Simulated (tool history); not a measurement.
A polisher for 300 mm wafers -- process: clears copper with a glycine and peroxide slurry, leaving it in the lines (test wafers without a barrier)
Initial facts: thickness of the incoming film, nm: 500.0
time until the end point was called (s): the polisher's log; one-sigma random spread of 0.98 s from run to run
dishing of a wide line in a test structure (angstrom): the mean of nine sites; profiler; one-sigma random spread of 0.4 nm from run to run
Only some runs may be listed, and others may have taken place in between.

run	hour	flow of slurry (ml/min)	pressure of the wafer on the pad (kPa)	speed of the pad under the wafer (m/s)	overpolish time after the end point (s)	time until the end point was called (s)	dishing of a wide line in a test structure (angstrom)
1	0.0	155	22.8	0.82	9	111.760	265.15
2	3.3	155	22.8	0.82	7	109.750	193.94
3	5.1	155	22.8	0.68	7	129.940	166.48
4	12.2	195	22.8	0.68	7	122.390	182.99
5	14.1	195	20.0	0.68	7	136.060	164.94
6	22.3	195	20.0	0.80	7	117.010	185.38
7	29.5	200	22.8	0.82	6	107.910	178.41
8	30.3	200	25.5	0.84	5	96.148	165.69
9	34.1	200	26.9	0.84	5	92.503	175.58

Run 10, settings as shown, results not yet in. Your forecast:
10	39.8	210	29.6	0.92	3	?	?

{"run 10": {"time until the end point was called (s)": 76.582, "dishing of a wide line in a test structure (angstrom)": 127.83}}
